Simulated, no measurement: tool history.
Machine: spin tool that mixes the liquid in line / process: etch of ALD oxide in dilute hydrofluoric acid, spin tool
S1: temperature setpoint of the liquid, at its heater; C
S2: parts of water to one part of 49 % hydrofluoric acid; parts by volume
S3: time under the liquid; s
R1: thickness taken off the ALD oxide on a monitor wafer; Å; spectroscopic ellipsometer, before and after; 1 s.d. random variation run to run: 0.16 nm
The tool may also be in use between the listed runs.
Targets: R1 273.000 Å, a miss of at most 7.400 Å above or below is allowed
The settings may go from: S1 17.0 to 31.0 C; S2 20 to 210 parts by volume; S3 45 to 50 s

{"run": 1, "hour": 0.0, "S1": 23.0, "S2": 115, "S3": 45, "R1": 70.625}
{"run": 2, "hour": 8.9, "S1": 23.0, "S2": 115, "S3": 50, "R1": 77.661}
{"run": 3, "hour": 10.4, "S1": 26.5, "S2": 115, "S3": 50, "R1": 89.176}
{"run": 4, "hour": 13.9, "S1": 26.5, "S2": 140, "S3": 50, "R1": 70.538}
{"run": 5, "hour": 16.4, "S1": 27.0, "S2": 125, "S3": 50, "R1": 83.413}
{"run": 6, "hour": 17.0, "S1": 27.0, "S2": 150, "S3": 50, "R1": 66.573}
{"run": 7, "hour": 21.4, "S1": 27.5, "S2": 135, "S3": 50, "R1": 76.273}
{"run": 8, "hour": 24.8, "S1": 28.0, "S2": 120, "S3": 50, "R1": 89.713}
{"run": 9, "hour": 29.4, "S1": 28.5, "S2": 110, "S3": 50, "R1": 101.02}
{"run": 10, "hour": 34.3, "S1": 31.0, "S2": 60, "S3": 50, "R1": 220.98}

5 candidate next runs follow, results not yet known. Just one meets every target within its allowed miss. Identify it.
{"run": "A", "hour": 39.2, "S1": 31.0, "S2": 65, "S3": 45, "R1": "?"}
{"run": "B", "hour": 39.2, "S1": 30.5, "S2": 70, "S3": 50, "R1": "?"}
{"run": "C", "hour": 39.2, "S1": 30.5, "S2": 45, "S3": 50, "R1": "?"}
{"run": "D", "hour": 39.2, "S1": 31.0, "S2": 45, "S3": 45, "R1": "?"}
{"run": "E", "hour": 39.2, "S1": 31.0, "S2": 55, "S3": 50, "R1": "?"}

move=A R1=181.780
move=B R1=182.590
move=C R1=295.150
move=D R1=270.900
move=E R1=242.420
A: its largest miss is bigger than the last run's
B: its largest miss is bigger than the last run's
C: moves the result that the last run missed by most past its target, out the other side
D: each result inside its tolerance
E: gains on the last run, yet a result remains outside its allowed miss
Answer: D
